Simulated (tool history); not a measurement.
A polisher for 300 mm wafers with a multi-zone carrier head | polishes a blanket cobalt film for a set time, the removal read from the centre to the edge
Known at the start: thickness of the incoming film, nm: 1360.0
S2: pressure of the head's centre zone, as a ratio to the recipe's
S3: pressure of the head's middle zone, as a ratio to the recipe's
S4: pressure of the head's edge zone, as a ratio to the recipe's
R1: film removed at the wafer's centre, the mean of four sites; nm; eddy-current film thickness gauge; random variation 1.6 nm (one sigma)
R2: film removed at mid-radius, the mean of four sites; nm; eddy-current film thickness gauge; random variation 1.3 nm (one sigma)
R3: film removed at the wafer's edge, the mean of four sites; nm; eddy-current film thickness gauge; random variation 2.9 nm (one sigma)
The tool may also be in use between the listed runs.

run 1 day=0.000 | flow_of_slurry_(ml/min)=315 S2=1.00 S3=1.00 S4=1.00 polishing_time_(s)=39 | R1=144.05 R2=144.39 R3=140.56
run 2 day=0.217 | flow_of_slurry_(ml/min)=325 S2=1.04 S3=1.04 S4=1.05 polishing_time_(s)=42 | R1=160.67 R2=160.86 R3=159.84
run 3 day=0.354 | flow_of_slurry_(ml/min)=290 S2=1.04 S3=1.04 S4=1.05 polishing_time_(s)=42 | R1=159.69 R2=157.28 R3=154.15
run 4 day=0.704 | flow_of_slurry_(ml/min)=290 S2=1.04 S3=1.08 S4=1.05 polishing_time_(s)=42 | R1=160.13 R2=164.88 R3=153.13
run 5 day=0.838 | flow_of_slurry_(ml/min)=290 S2=1.11 S3=1.08 S4=1.05 polishing_time_(s)=42 | R1=169.73 R2=162.45 R3=156.12
run 6 day=1.042 | flow_of_slurry_(ml/min)=290 S2=1.11 S3=1.08 S4=1.05 polishing_time_(s)=37 | R1=151.03 R2=144.21 R3=139.26
run 7 day=1.242 | flow_of_slurry_(ml/min)=325 S2=1.13 S3=1.11 S4=1.07 polishing_time_(s)=40 | R1=164.66 R2=162.07 R3=149.12
run 8 day=1.358 | flow_of_slurry_(ml/min)=325 S2=1.14 S3=1.12 S4=1.10 polishing_time_(s)=43 | R1=179.32 R2=174.88 R3=165.06
run 9 day=1.529 | flow_of_slurry_(ml/min)=335 S2=1.15 S3=1.13 S4=1.12 polishing_time_(s)=45 | R1=189.84 R2=185.31 R3=177.21

Run 10 comes next. What will it give?
run 10 day=1.871 | flow_of_slurry_(ml/min)=345 S2=1.16 S3=1.14 S4=1.13 polishing_time_(s)=46 | R1=? R2=? R3=?

Run 10 gave R1 195.02 nm, R2 192.66 nm, R3 181.82 nm.

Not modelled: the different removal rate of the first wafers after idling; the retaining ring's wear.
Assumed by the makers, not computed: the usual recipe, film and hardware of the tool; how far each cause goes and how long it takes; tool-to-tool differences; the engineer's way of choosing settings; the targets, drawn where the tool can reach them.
